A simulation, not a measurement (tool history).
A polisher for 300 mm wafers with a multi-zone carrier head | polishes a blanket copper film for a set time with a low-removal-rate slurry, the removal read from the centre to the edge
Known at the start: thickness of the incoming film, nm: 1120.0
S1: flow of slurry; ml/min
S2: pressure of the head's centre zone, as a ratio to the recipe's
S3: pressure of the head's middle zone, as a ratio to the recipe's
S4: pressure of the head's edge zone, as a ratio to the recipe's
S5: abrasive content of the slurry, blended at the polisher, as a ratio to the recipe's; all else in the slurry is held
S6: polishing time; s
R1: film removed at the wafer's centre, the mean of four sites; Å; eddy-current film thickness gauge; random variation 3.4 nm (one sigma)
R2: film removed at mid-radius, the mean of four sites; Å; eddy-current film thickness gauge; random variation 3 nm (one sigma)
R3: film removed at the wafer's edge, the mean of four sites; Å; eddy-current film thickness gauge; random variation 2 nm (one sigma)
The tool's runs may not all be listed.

run  hour   S1    S2    S3    S4    S5  S6      R1      R2      R3
  1     0  200     1     1     1     1  73  2229.4  2226.6  2160.9
  2   8.3  215  1.03  1.02  1.05  1.15  77  2498.1  2433.2  2420.8
  3  12.5  215  1.03  1.02  1.05   1.3  77  2558.9  2510.1  2451.4
  4  20.8  240  1.03  1.02  1.05   1.3  77  2570.2    2574  2480.5
  5  21.4  240   1.1  1.02  1.05   1.3  77  2726.9  2507.4    2465
  6  27.4  240   1.1  1.02  1.05   1.3  86  3048.6  2914.6  2791.6

The next listed run, before its measurement:
  7    29  250  1.11  1.02  1.09  1.35  86   ?   ?   ?

{"run 7": {"R1": 3137.4, "R2": 2871.4, "R3": 2836.3}}

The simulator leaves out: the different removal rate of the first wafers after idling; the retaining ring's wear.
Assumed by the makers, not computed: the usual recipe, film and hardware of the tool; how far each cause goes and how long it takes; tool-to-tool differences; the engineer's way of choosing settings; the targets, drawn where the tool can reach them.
